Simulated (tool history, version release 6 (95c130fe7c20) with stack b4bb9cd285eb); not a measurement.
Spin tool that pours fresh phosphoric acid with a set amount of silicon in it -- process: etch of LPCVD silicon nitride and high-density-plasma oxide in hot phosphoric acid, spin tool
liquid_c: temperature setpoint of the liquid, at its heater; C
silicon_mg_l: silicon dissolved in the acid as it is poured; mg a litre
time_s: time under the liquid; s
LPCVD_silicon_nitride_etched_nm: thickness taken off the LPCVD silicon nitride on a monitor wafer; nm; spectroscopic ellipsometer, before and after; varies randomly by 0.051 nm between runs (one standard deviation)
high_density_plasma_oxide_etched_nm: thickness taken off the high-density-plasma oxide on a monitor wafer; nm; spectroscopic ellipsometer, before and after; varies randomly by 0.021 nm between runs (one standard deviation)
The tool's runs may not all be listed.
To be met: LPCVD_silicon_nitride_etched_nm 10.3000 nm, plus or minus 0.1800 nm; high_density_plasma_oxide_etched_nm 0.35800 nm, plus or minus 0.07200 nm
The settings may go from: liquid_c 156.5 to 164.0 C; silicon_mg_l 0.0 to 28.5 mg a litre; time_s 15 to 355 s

run	hour	liquid_c	silicon_mg_l	time_s	LPCVD_silicon_nitride_etched_nm	high_density_plasma_oxide_etched_nm
1	0.0	159.0	12.5	180	16.7470	0.45115
2	1.9	158.5	10.5	170	15.5760	0.46348
3	8.0	158.5	6.5	170	15.6420	0.54199
4	9.5	159.5	6.5	170	16.2150	0.53519
5	17.7	159.0	6.5	160	14.8040	0.46118
6	24.1	158.5	5.5	155	14.2210	0.48438
7	26.8	158.0	5.5	150	13.5830	0.44627
8	28.1	158.0	5.0	145	13.0140	0.43531
9	34.5	158.0	4.5	140	12.6390	0.41872
10	40.3	158.0	4.0	135	12.1430	0.39983
11	49.1	156.5	0.0	110	9.4063	0.30160
12	55.0	158.5	1.0	110	10.1120	0.33352

Which of these 5 next moves meets every target?
A	60.9	159.0	21.5	110	?	?
B	60.9	159.0	1.5	105	?	?
C	60.9	156.5	25.0	125	?	?
D	60.9	159.0	0.0	110	?	?
E	60.9	161.0	7.0	100	?	?

move	LPCVD_silicon_nitride_etched_nm	high_density_plasma_oxide_etched_nm
A	10.2860	0.22742
B	9.8181	0.34669
C	10.7370	0.19193
D	10.2860	0.37338
E	10.0000	0.34356
A: corrects the largest miss of the last run, while another result sits out of spec
B: its largest miss is bigger than the last run's
C: pushes the last run's worst result past its target
D: hits every target within its allowed miss
E: its largest miss is bigger than the last run's
D is the move that brings every result within its allowed miss.
